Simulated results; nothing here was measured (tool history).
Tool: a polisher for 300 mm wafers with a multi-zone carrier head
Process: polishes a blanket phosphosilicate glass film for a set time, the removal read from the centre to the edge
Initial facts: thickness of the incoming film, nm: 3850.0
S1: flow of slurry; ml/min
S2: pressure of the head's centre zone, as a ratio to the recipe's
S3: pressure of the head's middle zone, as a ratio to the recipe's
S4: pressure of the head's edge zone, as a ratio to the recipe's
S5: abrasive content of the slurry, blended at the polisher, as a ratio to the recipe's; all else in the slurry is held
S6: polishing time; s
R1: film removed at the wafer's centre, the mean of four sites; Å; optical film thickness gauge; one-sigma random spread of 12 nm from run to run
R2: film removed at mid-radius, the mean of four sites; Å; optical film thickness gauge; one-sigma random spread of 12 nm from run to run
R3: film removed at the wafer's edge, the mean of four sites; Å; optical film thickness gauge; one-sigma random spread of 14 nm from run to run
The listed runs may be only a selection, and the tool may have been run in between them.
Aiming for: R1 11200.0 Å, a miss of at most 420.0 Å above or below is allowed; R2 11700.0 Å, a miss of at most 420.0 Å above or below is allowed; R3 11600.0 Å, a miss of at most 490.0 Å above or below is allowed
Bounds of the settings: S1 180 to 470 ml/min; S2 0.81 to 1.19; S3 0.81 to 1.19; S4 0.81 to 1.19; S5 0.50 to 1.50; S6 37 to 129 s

run,hour,S1,S2,S3,S4,S5,S6,R1,R2,R3
1,0.0,300,1.00,1.00,1.00,1.00,83,8830.5,8439.7,8111.3
2,0.9,300,1.00,1.00,1.00,1.00,98,10165.0,10067.0,9838.3
3,7.9,245,1.00,1.00,1.00,1.00,98,10079.0,9828.4,9800.7
4,16.6,245,1.00,1.00,1.00,0.80,98,9411.4,8950.1,8711.8
5,18.2,245,1.00,1.01,1.02,0.90,98,9500.0,9457.4,9327.8
6,21.9,250,1.02,1.02,1.04,0.95,98,9962.9,9822.6,9725.8
7,30.9,250,1.03,1.03,1.06,1.00,98,10347.0,10064.0,9816.1
8,34.8,250,1.02,1.03,1.07,1.05,98,10409.0,10208.0,10355.0
9,38.5,255,1.02,1.04,1.08,1.10,98,10809.0,10614.0,10495.0
10,43.8,255,1.01,1.05,1.09,1.15,98,10662.0,10711.0,10498.0
11,45.7,255,1.01,1.05,1.10,1.20,98,10769.0,10760.0,10749.0
12,47.2,260,1.01,1.06,1.11,1.25,98,11101.0,11142.0,11055.0

Below are 4 possible settings for the next run. Only one of them brings all results inside the allowed miss of their targets. Which is it?
A,48.7,260,1.00,0.94,1.19,1.40,98,?,?,?
B,48.7,200,1.03,1.02,1.04,1.25,109,?,?,?
C,48.7,280,0.98,1.06,1.12,1.10,107,?,?,?
D,48.7,260,1.04,1.14,1.02,1.20,97,?,?,?

move,R1,R2,R3
A,11463.0,10666.0,11987.0
B,12120.0,11688.0,11659.0
C,11380.0,11823.0,11723.0
D,11202.0,11601.0,10407.0
A: moves away from the targets compared with the last run
B: brings the last run's worst result on target, with another outside its allowed miss
C: all results land within tolerance of their targets
D: brings the last run's worst result on target, with another outside its allowed miss
C meets every target.
